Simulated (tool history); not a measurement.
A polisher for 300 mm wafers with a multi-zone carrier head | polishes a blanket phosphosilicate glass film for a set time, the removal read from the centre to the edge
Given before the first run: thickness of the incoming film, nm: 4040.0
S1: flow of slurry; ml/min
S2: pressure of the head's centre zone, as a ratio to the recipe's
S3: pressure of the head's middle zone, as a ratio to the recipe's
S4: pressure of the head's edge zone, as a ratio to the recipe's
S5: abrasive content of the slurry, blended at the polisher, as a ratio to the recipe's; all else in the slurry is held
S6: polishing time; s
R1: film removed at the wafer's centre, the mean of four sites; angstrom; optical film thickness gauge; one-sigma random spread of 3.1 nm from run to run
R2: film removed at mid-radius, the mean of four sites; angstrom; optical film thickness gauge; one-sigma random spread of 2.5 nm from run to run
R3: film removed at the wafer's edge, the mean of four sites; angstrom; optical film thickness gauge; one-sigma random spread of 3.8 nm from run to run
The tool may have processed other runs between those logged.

run	hour	S1	S2	S3	S4	S5	S6	R1	R2	R3
1	0	260	1	1	1	1	67	3309.2	3298.3	3199
2	4.6	260	1	1	0.92	1	67	3307.1	3290.8	3045.4
3	13.1	260	1	1	0.92	1	61	3024.3	3003.3	2805.4
4	20.4	260	1	1.05	0.92	1	61	2988.8	3089.7	2836.7
5	22.6	260	0.94	1.05	0.92	1	61	2763.3	3106.7	2836
6	25	265	0.94	1.05	0.96	1.05	61	2949.2	3185.4	2957.3
7	32.7	195	0.84	1.07	1.06	1.3	65	2945	3728.3	3606.2

For run 8, what comes out?
8	40.4	195	0.84	1.07	1.06	1.3	65	?	?	?

Run 8 gave R1 2986.8 angstrom, R2 3671.5 angstrom, R3 3576.2 angstrom.

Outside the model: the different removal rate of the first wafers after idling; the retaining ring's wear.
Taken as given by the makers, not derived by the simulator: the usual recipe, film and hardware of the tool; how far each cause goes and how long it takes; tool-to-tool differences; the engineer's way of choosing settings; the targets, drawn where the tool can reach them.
